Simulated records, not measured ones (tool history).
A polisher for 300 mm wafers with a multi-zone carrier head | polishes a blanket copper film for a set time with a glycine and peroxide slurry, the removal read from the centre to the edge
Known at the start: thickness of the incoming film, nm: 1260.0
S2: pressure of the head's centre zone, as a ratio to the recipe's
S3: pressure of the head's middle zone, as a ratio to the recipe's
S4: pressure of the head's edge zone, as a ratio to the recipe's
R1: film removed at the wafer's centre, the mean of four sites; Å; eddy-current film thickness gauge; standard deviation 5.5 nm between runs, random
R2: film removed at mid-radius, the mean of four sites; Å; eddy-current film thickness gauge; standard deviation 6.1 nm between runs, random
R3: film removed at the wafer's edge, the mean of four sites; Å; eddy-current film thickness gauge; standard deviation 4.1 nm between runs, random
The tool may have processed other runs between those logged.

run 1 hour=0.0 | flow_of_slurry_(ml/min)=305 S2=1.00 S3=1.00 S4=1.00 polishing_time_(s)=66 | R1=4349.7 R2=4344.4 R3=4392.8
run 2 hour=1.6 | flow_of_slurry_(ml/min)=305 S2=1.00 S3=1.00 S4=1.00 polishing_time_(s)=59 | R1=3929.0 R2=3878.8 R3=3914.8
run 3 hour=6.4 | flow_of_slurry_(ml/min)=305 S2=0.99 S3=1.02 S4=1.03 polishing_time_(s)=66 | R1=4425.1 R2=4488.8 R3=4491.8
run 4 hour=14.4 | flow_of_slurry_(ml/min)=305 S2=1.06 S3=1.02 S4=1.03 polishing_time_(s)=66 | R1=4627.4 R2=4492.5 R3=4540.5
run 5 hour=19.8 | flow_of_slurry_(ml/min)=230 S2=1.06 S3=1.02 S4=1.03 polishing_time_(s)=66 | R1=4513.5 R2=4337.6 R3=4355.2
run 6 hour=22.0 | flow_of_slurry_(ml/min)=230 S2=1.06 S3=0.99 S4=1.03 polishing_time_(s)=66 | R1=4329.4 R2=4214.7 R3=4361.9
run 7 hour=29.0 | flow_of_slurry_(ml/min)=250 S2=1.02 S3=1.01 S4=1.07 polishing_time_(s)=70 | R1=4578.2 R2=4727.8 R3=4792.8
run 8 hour=30.4 | flow_of_slurry_(ml/min)=250 S2=1.02 S3=1.01 S4=1.07 polishing_time_(s)=70 | R1=4620.8 R2=4540.1 R3=4740.1
run 9 hour=38.4 | flow_of_slurry_(ml/min)=270 S2=0.97 S3=1.04 S4=1.10 polishing_time_(s)=74 | R1=4670.4 R2=5059.9 R3=5096.7
run 10 hour=46.7 | flow_of_slurry_(ml/min)=285 S2=0.96 S3=1.05 S4=1.12 polishing_time_(s)=77 | R1=4852.3 R2=5299.7 R3=5420.3
run 11 hour=54.9 | flow_of_slurry_(ml/min)=300 S2=0.95 S3=1.06 S4=1.14 polishing_time_(s)=79 | R1=5046.8 R2=5556.0 R3=5599.5
run 12 hour=59.3 | flow_of_slurry_(ml/min)=300 S2=0.94 S3=1.06 S4=1.15 polishing_time_(s)=81 | R1=5100.4 R2=5716.3 R3=5835.6
run 13 hour=63.1 | flow_of_slurry_(ml/min)=310 S2=0.93 S3=1.07 S4=1.16 polishing_time_(s)=83 | R1=5136.4 R2=5800.6 R3=5945.9

Estimate the outcome of run 14 from the log above:
run 14 hour=69.5 | flow_of_slurry_(ml/min)=310 S2=0.93 S3=1.08 S4=1.16 polishing_time_(s)=85 | R1=? R2=? R3=?

Logged for run 14: R1 5445.9 Å, R2 6038.1 Å, R3 6111.7 Å.
